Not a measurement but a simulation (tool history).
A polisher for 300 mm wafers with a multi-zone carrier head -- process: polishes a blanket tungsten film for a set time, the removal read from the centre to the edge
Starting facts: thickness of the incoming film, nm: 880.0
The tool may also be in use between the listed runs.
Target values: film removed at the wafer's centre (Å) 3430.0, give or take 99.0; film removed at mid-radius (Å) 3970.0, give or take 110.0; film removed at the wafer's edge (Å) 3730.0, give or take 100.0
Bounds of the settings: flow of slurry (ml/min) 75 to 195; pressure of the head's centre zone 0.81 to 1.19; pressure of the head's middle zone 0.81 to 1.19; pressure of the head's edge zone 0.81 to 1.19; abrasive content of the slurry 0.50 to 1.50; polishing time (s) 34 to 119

run  hour  flow of slurry (ml/min)  pressure of the head's centre zone  pressure of the head's middle zone  pressure of the head's edge zone  abrasive content of the slurry  polishing time (s)  film removed at the wafer's centre (Å)  film removed at mid-radius (Å)  film removed at the wafer's edge (Å)
  1   0.0                      125                                1.00                                1.00                              1.00                            1.00                  76                                  2701.7                          2724.5                                2716.6
  2   1.9                      125                                1.00                                1.07                              1.00                            1.00                  76                                  2736.6                          2853.5                                2722.2
  3   6.2                      140                                0.98                                1.10                              1.05                            1.15                  77                                  2860.6                          3154.0                                3001.9
  4  14.3                      140                                0.98                                1.14                              1.05                            1.15                  77                                  2887.8                          3258.6                                2915.4
  5  15.3                      150                                0.98                                1.14                              1.08                            1.25                  78                                  3047.7                          3395.7                                3101.7
  6  22.2                      170                                0.98                                1.14                              1.08                            1.25                  78                                  3108.3                          3460.9                                3214.1
  7  26.6                      170                                0.98                                1.14                              1.08                            1.25                  78                                  3135.9                          3563.8                                3183.0
  8  32.7                      175                                0.97                                1.14                              1.11                            1.30                  79                                  3165.9                          3612.9                                3386.4
  9  34.9                      180                                0.97                                1.15                              1.13                            1.35                  79                                  3249.2                          3718.8                                3427.6
 10  37.1                      185                                0.97                                1.15                              1.14                            1.40                  79                                  3277.0                          3769.9                                3497.5
 11  40.4                      185                                0.97                                1.15                              1.15                            1.45                  79                                  3304.9                          3832.0                                3536.5
 12  49.3                      185                                0.97                                1.15                              1.16                            1.45                  79                                  3301.7                          3800.4                                3544.3
 13  54.6                      185                                0.97                                1.15                              1.17                            1.45                  79                                  3350.8                          3812.9                                3592.7

Exactly one of the 4 candidate moves below puts every result within its allowed miss. Which one?
  A  59.9                      190                                1.02                                1.17                              1.18                            1.50                  76                                       ?                               ?                                     ?
  B  59.9                      165                                0.97                                1.15                              1.17                            1.50                  83                                       ?                               ?                                     ?
  C  59.9                      195                                0.87                                0.98                              1.19                            1.50                  85                                       ?                               ?                                     ?
  D  59.9                      195                                1.02                                1.18                              1.09                            1.50                  78                                       ?                               ?                                     ?

move  film removed at the wafer's centre (Å)  film removed at mid-radius (Å)  film removed at the wafer's edge (Å)
   A                                  3395.3                          3753.5                                3436.5
   B                                  3431.8                          3944.7                                3672.7
   C                                  3244.9                          3626.4                                3881.8
   D                                  3500.5                          3896.8                                3395.8
A: misses by more than the last run did
B: all results land within tolerance of their targets
C: misses by more than the last run did
D: the furthest-off result lands on target, but another misses its tolerance
Correct choice: B, which meets every target
